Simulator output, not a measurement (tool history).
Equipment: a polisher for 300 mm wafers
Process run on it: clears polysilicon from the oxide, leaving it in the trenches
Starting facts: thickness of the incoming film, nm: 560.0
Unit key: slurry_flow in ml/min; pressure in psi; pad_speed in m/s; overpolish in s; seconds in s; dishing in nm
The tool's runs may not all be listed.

Run 1, day 0.000: slurry_flow 150 ml/min, pressure 3.4 psi, pad_speed 1.10 m/s, overpolish 9 s. Result: seconds 30.184 s, dishing 48.407 nm.
Run 2, day 0.121: slurry_flow 150 ml/min, pressure 3.4 psi, pad_speed 1.10 m/s, overpolish 7 s. Result: seconds 29.393 s, dishing 47.011 nm.
Run 3, day 0.300: slurry_flow 150 ml/min, pressure 3.4 psi, pad_speed 1.10 m/s, overpolish 6 s. Result: seconds 29.791 s, dishing 46.201 nm.
Run 4, day 0.667: slurry_flow 150 ml/min, pressure 3.4 psi, pad_speed 1.10 m/s, overpolish 4 s. Result: seconds 30.086 s, dishing 37.425 nm.
Run 5, day 0.833: slurry_flow 150 ml/min, pressure 3.7 psi, pad_speed 1.12 m/s, overpolish 5 s. Result: seconds 27.807 s, dishing 44.721 nm.
Run 6, day 1.104: slurry_flow 150 ml/min, pressure 3.7 psi, pad_speed 0.94 m/s, overpolish 5 s. Result: seconds 32.149 s, dishing 42.102 nm.
Run 7, day 1.167: slurry_flow 150 ml/min, pressure 3.9 psi, pad_speed 1.00 m/s, overpolish 5 s. Result: seconds 28.664 s, dishing 41.614 nm.
Run 8, day 1.404: slurry_flow 150 ml/min, pressure 4.1 psi, pad_speed 1.04 m/s, overpolish 5 s. Result: seconds 26.167 s, dishing 43.776 nm.
Run 9, day 1.704: slurry_flow 150 ml/min, pressure 4.3 psi, pad_speed 1.06 m/s, overpolish 5 s. Result: seconds 24.762 s, dishing 45.577 nm.

Run 10 is up next; what results do you expect?
Run 10, day 1.958: slurry_flow 150 ml/min, pressure 4.3 psi, pad_speed 1.06 m/s, overpolish 5 s. Result: seconds ?, dishing ?.

seconds: 24.787 s
dishing: 44.281 nm
